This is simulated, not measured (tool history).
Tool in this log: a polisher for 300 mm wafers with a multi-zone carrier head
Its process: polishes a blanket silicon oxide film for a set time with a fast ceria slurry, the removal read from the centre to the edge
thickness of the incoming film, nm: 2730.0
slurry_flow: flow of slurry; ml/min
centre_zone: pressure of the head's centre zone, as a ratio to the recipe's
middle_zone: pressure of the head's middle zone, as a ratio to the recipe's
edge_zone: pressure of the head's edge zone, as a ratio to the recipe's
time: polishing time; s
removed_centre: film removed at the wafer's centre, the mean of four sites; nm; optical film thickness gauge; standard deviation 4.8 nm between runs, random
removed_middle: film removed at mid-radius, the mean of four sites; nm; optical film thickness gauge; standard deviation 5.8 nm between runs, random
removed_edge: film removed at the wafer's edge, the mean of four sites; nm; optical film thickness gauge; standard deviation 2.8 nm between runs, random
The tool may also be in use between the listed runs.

run  hour  slurry_flow  centre_zone  middle_zone  edge_zone  time  removed_centre  removed_middle  removed_edge
  1   0.0          265         1.00         1.00       1.00    38          729.11          645.14        634.35
  2   2.4          265         1.00         0.93       1.00    38          722.63          617.84        645.53
  3   8.8          320         1.00         0.93       1.00    38          741.17          599.39        641.03
  4  17.1          320         1.00         0.87       1.00    38          722.49          585.68        646.74
  5  26.0          320         1.00         0.83       1.00    38          730.46          553.61        640.57
  6  29.8          320         1.00         0.83       1.00    35          667.52          533.72        600.08
  7  34.6          310         0.98         0.87       0.95    29          541.48          446.11        480.22

Predict the results of run 8:
     42.4  -- centre zone pressure recalibrated
  8  42.4          295         0.94         0.94       0.91    27               ?               ?             ?

For run 8 the tool returned removed_centre 442.89 nm, removed_middle 440.87 nm, removed_edge 434.78 nm.

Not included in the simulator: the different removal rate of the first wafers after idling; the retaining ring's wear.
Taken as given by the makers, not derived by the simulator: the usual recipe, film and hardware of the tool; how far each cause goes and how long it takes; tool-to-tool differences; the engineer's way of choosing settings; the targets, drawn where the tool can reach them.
